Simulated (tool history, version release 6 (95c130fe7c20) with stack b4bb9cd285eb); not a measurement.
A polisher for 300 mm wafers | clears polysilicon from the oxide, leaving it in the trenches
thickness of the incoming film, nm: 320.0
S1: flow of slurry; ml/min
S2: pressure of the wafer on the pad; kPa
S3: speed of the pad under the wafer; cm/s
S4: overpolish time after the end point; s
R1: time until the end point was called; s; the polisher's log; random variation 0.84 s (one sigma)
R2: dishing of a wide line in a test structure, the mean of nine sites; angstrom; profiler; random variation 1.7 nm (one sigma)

{"run": 1, "day": 0.0, "S1": 180, "S2": 14.5, "S3": 86, "S4": 26, "R1": 36.561, "R2": 855.53}
{"run": 2, "day": 0.271, "S1": 180, "S2": 14.5, "S3": 86, "S4": 17, "R1": 35.806, "R2": 790.42}
{"run": 3, "day": 0.546, "S1": 205, "S2": 14.5, "S3": 86, "S4": 17, "R1": 36.429, "R2": 775.11}
{"run": 4, "day": 0.829, "S1": 205, "S2": 14.5, "S3": 98, "S4": 17, "R1": 31.242, "R2": 779.94}
{"run": 5, "day": 1.071, "S1": 205, "S2": 14.5, "S3": 98, "S4": 13, "R1": 30.773, "R2": 694.58}
{"run": 6, "day": 1.258, "S1": 205, "S2": 12.4, "S3": 94, "S4": 16, "R1": 37.246, "R2": 726.88}

The next listed run, before its measurement:
{"run": 7, "day": 1.467, "S1": 205, "S2": 11, "S3": 90, "S4": 19, "R1": "?", "R2": "?"}

Run 7 gave R1 42.018 s, R2 761.32 angstrom.
